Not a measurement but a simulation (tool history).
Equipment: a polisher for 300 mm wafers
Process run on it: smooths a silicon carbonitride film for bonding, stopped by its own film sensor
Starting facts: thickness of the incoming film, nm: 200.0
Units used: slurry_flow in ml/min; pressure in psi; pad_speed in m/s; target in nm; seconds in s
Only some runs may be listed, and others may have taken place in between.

run  hour  slurry_flow  pressure  pad_speed  slurry_solids  target  seconds
  1   0.0          280       2.2       1.16            1.0     174   86.271
  2   5.3          340       2.2       1.16            1.0     174   83.627
  3   8.2          340       2.2       1.16            1.0     176   77.489
  4  14.8          340       2.0       1.14            1.0     176   85.276
  5  23.2          340       1.9       1.12            1.0     176   91.957
  6  29.9          340       1.9       1.12            0.8     176  103.500
  7  38.7          340       1.8       1.12            0.8     176  111.760
  8  45.7          340       1.7       1.12            0.8     176  120.820

Run 9, settings as shown, results not yet in. Your forecast:
  9  53.0          335       1.7       1.12            0.8     176        ?

{"run 9": {"seconds": 117.08}}
